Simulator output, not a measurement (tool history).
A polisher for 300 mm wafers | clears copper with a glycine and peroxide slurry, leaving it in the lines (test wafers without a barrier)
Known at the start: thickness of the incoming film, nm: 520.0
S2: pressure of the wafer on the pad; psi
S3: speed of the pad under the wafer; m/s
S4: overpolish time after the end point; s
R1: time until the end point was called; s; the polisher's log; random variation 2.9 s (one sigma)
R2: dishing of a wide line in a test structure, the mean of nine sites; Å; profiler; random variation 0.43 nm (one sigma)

{"run": 1, "hour": 0.0, "flow of slurry (ml/min)": 205, "S2": 2, "S3": 0.84, "S4": 28, "R1": 153.5, "R2": 529.12}
{"run": 2, "hour": 8.1, "flow of slurry (ml/min)": 205, "S2": 1.8, "S3": 0.84, "S4": 24, "R1": 166.86, "R2": 430.05}
{"run": 3, "hour": 14.9, "flow of slurry (ml/min)": 205, "S2": 1.5, "S3": 0.84, "S4": 24, "R1": 185.72, "R2": 402.04}
{"run": 4, "hour": 16.6, "flow of slurry (ml/min)": 205, "S2": 1.4, "S3": 0.84, "S4": 21, "R1": 193.45, "R2": 324.73}
{"run": 5, "hour": 20.0, "flow of slurry (ml/min)": 205, "S2": 1, "S3": 0.84, "S4": 21, "R1": 239.52, "R2": 274.95}
{"run": 6, "hour": 28.5, "flow of slurry (ml/min)": 170, "S2": 1, "S3": 0.84, "S4": 21, "R1": 253.8, "R2": 261.67}
{"hour": 36.0, "done": "slurry nozzle cleaned"}
{"run": 7, "hour": 36.0, "flow of slurry (ml/min)": 175, "S2": 1, "S3": 0.84, "S4": 19, "R1": 231.97, "R2": 263.04}

Run 8 comes next. What will it give?
{"run": 8, "hour": 43.8, "flow of slurry (ml/min)": 175, "S2": 1, "S3": 0.84, "S4": 17, "R1": "?", "R2": "?"}

R1: 228.68 s
R2: 231.2 Å

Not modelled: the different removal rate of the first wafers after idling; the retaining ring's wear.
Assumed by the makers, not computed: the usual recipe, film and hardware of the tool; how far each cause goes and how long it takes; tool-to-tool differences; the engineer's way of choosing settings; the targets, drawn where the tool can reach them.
